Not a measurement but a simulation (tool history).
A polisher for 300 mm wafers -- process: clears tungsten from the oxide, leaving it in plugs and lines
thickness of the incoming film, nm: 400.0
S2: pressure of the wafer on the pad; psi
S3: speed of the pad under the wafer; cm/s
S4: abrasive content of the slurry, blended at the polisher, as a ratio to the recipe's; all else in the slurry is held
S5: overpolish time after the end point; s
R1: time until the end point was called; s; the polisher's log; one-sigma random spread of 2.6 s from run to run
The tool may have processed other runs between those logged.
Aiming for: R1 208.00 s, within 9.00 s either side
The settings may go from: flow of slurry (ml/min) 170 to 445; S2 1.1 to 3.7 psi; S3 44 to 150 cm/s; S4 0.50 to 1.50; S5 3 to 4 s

Run 1, hour 0.0: flow of slurry (ml/min) 285, S2 2.4 psi, S3 96 cm/s, S4 1.00, S5 4 s. Result: R1 142.69 s.
Run 2, hour 5.3: flow of slurry (ml/min) 285, S2 2.3 psi, S3 96 cm/s, S4 1.00, S5 4 s. Result: R1 146.30 s.
Run 3, hour 12.0: flow of slurry (ml/min) 285, S2 2.2 psi, S3 96 cm/s, S4 1.00, S5 4 s. Result: R1 153.03 s.
Run 4, hour 13.8: flow of slurry (ml/min) 285, S2 2.2 psi, S3 76 cm/s, S4 1.00, S5 4 s. Result: R1 190.57 s.
Run 5, hour 16.7: flow of slurry (ml/min) 285, S2 2.2 psi, S3 76 cm/s, S4 1.00, S5 3 s. Result: R1 185.86 s.
Run 6, hour 23.6: flow of slurry (ml/min) 285, S2 2.2 psi, S3 52 cm/s, S4 1.00, S5 3 s. Result: R1 260.13 s.
Run 7, hour 27.9: flow of slurry (ml/min) 285, S2 2.3 psi, S3 52 cm/s, S4 1.00, S5 3 s. Result: R1 250.20 s.
Run 8, hour 29.4: flow of slurry (ml/min) 285, S2 2.4 psi, S3 52 cm/s, S4 1.00, S5 3 s. Result: R1 234.79 s.
Run 9, hour 32.2: flow of slurry (ml/min) 285, S2 2.6 psi, S3 52 cm/s, S4 1.00, S5 3 s. Result: R1 221.66 s.

Consider the 4 candidate settings below. Which is the only one whose results all fall within their allowed miss of target?
Run A, hour 35.0: flow of slurry (ml/min) 305, S2 3.1 psi, S3 46 cm/s, S4 0.85, S5 4 s. Result: R1 ?.
Run B, hour 35.0: flow of slurry (ml/min) 250, S2 2.6 psi, S3 48 cm/s, S4 0.95, S5 4 s. Result: R1 ?.
Run C, hour 35.0: flow of slurry (ml/min) 220, S2 2.7 psi, S3 52 cm/s, S4 0.65, S5 3 s. Result: R1 ?.
Run D, hour 35.0: flow of slurry (ml/min) 350, S2 2.3 psi, S3 50 cm/s, S4 1.30, S5 3 s. Result: R1 ?.

move      R1
   A  215.30
   B  246.87
   C  245.03
   D  243.36
A: hits every target within its allowed miss
B: its largest miss is bigger than the last run's
C: its largest miss is bigger than the last run's
D: its largest miss is bigger than the last run's
A is the move that brings every result within its allowed miss.
